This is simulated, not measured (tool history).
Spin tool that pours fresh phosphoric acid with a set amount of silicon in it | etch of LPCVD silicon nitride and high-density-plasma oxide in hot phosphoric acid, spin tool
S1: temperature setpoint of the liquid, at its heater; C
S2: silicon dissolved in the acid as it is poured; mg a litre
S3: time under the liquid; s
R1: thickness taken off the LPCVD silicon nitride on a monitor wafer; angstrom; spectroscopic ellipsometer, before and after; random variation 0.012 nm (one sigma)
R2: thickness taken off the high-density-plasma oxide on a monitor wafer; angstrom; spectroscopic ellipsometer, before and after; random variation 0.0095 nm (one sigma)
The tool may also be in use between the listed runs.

run,day,S1,S2,S3,R1,R2
1,0.000,163.0,27.0,45,41.125,1.49260
2,0.200,161.0,27.0,45,37.534,1.15360
3,0.400,160.5,26.0,40,32.880,1.03110
4,0.483,158.5,26.0,40,30.408,0.58251
5,0.642,158.5,24.0,35,27.154,0.84885
6,0.942,160.0,24.0,35,29.147,1.12120
7,1.200,159.5,27.5,30,23.817,0.61651

Run 8 comes next. What will it give?
# day 1.417: dissolved silicon flow meter replaced
8,1.417,159.5,30.0,30,?,?

R1: 24.272 angstrom
R2: 0.77169 angstrom
